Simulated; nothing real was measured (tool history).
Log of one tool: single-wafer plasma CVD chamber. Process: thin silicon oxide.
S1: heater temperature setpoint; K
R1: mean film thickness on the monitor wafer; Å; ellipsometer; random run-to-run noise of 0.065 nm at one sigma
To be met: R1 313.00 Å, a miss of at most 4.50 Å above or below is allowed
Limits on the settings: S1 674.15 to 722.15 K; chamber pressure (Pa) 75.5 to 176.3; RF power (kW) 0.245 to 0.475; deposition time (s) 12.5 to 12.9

{"run": 1, "hour": 0.0, "S1": 698.15, "chamber pressure (Pa)": 125.9, "RF power (kW)": 0.36, "deposition time (s)": 12.5, "R1": 268.72}
{"run": 2, "hour": 4.5, "S1": 698.15, "chamber pressure (Pa)": 132.7, "RF power (kW)": 0.36, "deposition time (s)": 12.5, "R1": 276.78}
{"run": 3, "hour": 7.3, "S1": 698.15, "chamber pressure (Pa)": 120.7, "RF power (kW)": 0.36, "deposition time (s)": 12.5, "R1": 259.73}
{"run": 4, "hour": 9.0, "S1": 698.15, "chamber pressure (Pa)": 129.7, "RF power (kW)": 0.36, "deposition time (s)": 12.5, "R1": 273.45}
{"run": 5, "hour": 13.3, "S1": 698.15, "chamber pressure (Pa)": 136.4, "RF power (kW)": 0.36, "deposition time (s)": 12.5, "R1": 281.39}
{"run": 6, "hour": 19.0, "S1": 698.15, "chamber pressure (Pa)": 120.0, "RF power (kW)": 0.36, "deposition time (s)": 12.5, "R1": 258.87}
{"run": 7, "hour": 27.1, "S1": 698.15, "chamber pressure (Pa)": 129.7, "RF power (kW)": 0.36, "deposition time (s)": 12.5, "R1": 273.39}
{"run": 8, "hour": 35.2, "S1": 698.15, "chamber pressure (Pa)": 154.9, "RF power (kW)": 0.365, "deposition time (s)": 12.5, "R1": 303.63}
{"run": 9, "hour": 44.1, "S1": 698.15, "chamber pressure (Pa)": 156.9, "RF power (kW)": 0.365, "deposition time (s)": 12.5, "R1": 305.4}

Pick the move, out of 5, that brings all results within their allowed miss; only one does.
{"run": "A", "hour": 53.0, "S1": 705.15, "chamber pressure (Pa)": 151.1, "RF power (kW)": 0.345, "deposition time (s)": 12.7, "R1": "?"}
{"run": "B", "hour": 53.0, "S1": 695.15, "chamber pressure (Pa)": 151.9, "RF power (kW)": 0.37, "deposition time (s)": 12.9, "R1": "?"}
{"run": "C", "hour": 53.0, "S1": 698.15, "chamber pressure (Pa)": 153.6, "RF power (kW)": 0.37, "deposition time (s)": 12.5, "R1": "?"}
{"run": "D", "hour": 53.0, "S1": 704.15, "chamber pressure (Pa)": 134.7, "RF power (kW)": 0.38, "deposition time (s)": 12.9, "R1": "?"}
{"run": "E", "hour": 53.0, "S1": 698.15, "chamber pressure (Pa)": 150.0, "RF power (kW)": 0.36, "deposition time (s)": 12.5, "R1": "?"}

move=A R1=297.22
move=B R1=310.96
move=C R1=302.75
move=D R1=291.81
move=E R1=296.43
A: its largest miss is bigger than the last run's
B: every result lands within tolerance
C: its largest miss is bigger than the last run's
D: its largest miss is bigger than the last run's
E: its largest miss is bigger than the last run's
Go with B: it meets all targets.
